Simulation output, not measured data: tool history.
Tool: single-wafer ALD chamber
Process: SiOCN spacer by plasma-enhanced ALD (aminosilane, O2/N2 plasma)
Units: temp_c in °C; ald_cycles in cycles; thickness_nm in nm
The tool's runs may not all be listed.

run 1 hour=0.0 | temp_c=420 ald_cycles=59 | thickness_nm=3.7503
run 2 hour=2.7 | temp_c=423 ald_cycles=58 | thickness_nm=3.6748
run 3 hour=5.4 | temp_c=419 ald_cycles=58 | thickness_nm=3.6811
run 4 hour=10.4 | temp_c=420 ald_cycles=57 | thickness_nm=3.6237
run 5 hour=16.5 | temp_c=422 ald_cycles=56 | thickness_nm=3.5493
run 6 hour=21.2 | temp_c=423 ald_cycles=55 | thickness_nm=3.4388
run 7 hour=29.1 | temp_c=423 ald_cycles=55 | thickness_nm=3.4579

Run 8 comes next. What will it give?
run 8 hour=36.9 | temp_c=425 ald_cycles=55 | thickness_nm=?

{"run 8": {"thickness_nm": 3.4333}}
